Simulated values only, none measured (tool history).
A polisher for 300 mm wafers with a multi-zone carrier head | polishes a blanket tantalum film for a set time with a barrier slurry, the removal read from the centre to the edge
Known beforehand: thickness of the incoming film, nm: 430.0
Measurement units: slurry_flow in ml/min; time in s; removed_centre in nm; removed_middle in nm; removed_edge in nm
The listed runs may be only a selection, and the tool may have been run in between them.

{"run": 1, "hour": 0.0, "slurry_flow": 175, "centre_zone": 1.0, "middle_zone": 1.0, "edge_zone": 1.0, "slurry_solids": 1.0, "time": 90, "removed_centre": 115.76, "removed_middle": 123.44, "removed_edge": 117.95}
{"run": 2, "hour": 9.0, "slurry_flow": 175, "centre_zone": 1.0, "middle_zone": 1.05, "edge_zone": 1.0, "slurry_solids": 1.0, "time": 90, "removed_centre": 117.49, "removed_middle": 130.46, "removed_edge": 122.24}
{"run": 3, "hour": 14.9, "slurry_flow": 185, "centre_zone": 0.97, "middle_zone": 1.08, "edge_zone": 0.99, "slurry_solids": 1.1, "time": 91, "removed_centre": 118.51, "removed_middle": 139.22, "removed_edge": 124.73}
{"run": 4, "hour": 22.9, "slurry_flow": 190, "centre_zone": 0.95, "middle_zone": 1.11, "edge_zone": 1.01, "slurry_solids": 1.2, "time": 92, "removed_centre": 121.04, "removed_middle": 147.86, "removed_edge": 131.62}
{"run": 5, "hour": 27.5, "slurry_flow": 190, "centre_zone": 0.95, "middle_zone": 1.11, "edge_zone": 1.01, "slurry_solids": 1.4, "time": 92, "removed_centre": 122.31, "removed_middle": 150.37, "removed_edge": 130.77}
{"run": 6, "hour": 31.9, "slurry_flow": 200, "centre_zone": 0.93, "middle_zone": 1.13, "edge_zone": 1.02, "slurry_solids": 1.4, "time": 93, "removed_centre": 124.78, "removed_middle": 156.83, "removed_edge": 135.72}

Run 7 has not been measured yet. What should we expect?
{"run": 7, "hour": 34.2, "slurry_flow": 205, "centre_zone": 0.91, "middle_zone": 1.14, "edge_zone": 1.02, "slurry_solids": 1.4, "time": 94, "removed_centre": "?", "removed_middle": "?", "removed_edge": "?"}

removed_centre: 120.95 nm
removed_middle: 156.99 nm
removed_edge: 141.16 nm
